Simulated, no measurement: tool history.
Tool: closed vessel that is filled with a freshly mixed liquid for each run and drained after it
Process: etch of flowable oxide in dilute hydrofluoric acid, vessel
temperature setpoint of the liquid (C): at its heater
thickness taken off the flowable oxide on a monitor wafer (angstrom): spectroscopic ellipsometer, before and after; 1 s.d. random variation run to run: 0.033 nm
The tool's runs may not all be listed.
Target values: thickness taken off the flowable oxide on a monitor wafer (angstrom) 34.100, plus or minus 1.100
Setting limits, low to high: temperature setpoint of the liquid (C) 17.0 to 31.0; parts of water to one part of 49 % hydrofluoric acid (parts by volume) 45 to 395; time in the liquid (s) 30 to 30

run,hour,temperature setpoint of the liquid (C),parts of water to one part of 49 % hydrofluoric acid (parts by volume),time in the liquid (s),thickness taken off the flowable oxide on a monitor wafer (angstrom)
1,0.0,23.0,220,30,36.586
2,2.0,23.0,180,30,46.557
3,8.0,22.0,185,30,42.881
4,16.0,22.0,185,30,43.285
5,21.3,24.0,185,30,47.564
# hour 28.3: hydrofluoric acid flow meter replaced
6,28.3,24.0,185,30,50.885
7,35.5,23.0,185,30,49.171
8,41.4,21.5,185,30,46.751
9,45.3,17.5,225,30,31.224
10,47.1,18.0,225,30,32.489

Which single option among these 5 for the next run brings every result within its allowed miss of target? Just one does.
A,48.9,17.5,225,30,?
B,48.9,18.0,215,30,?
C,48.9,17.0,230,30,?
D,48.9,17.0,235,30,?
E,48.9,23.0,275,30,?

move,thickness taken off the flowable oxide on a monitor wafer (angstrom)
A,31.593
B,34.025
C,30.171
D,29.399
E,30.299
A: lands further from the targets than the last run did
B: every result within its allowed miss
C: lands further from the targets than the last run did
D: lands further from the targets than the last run did
E: lands further from the targets than the last run did
B meets every target.

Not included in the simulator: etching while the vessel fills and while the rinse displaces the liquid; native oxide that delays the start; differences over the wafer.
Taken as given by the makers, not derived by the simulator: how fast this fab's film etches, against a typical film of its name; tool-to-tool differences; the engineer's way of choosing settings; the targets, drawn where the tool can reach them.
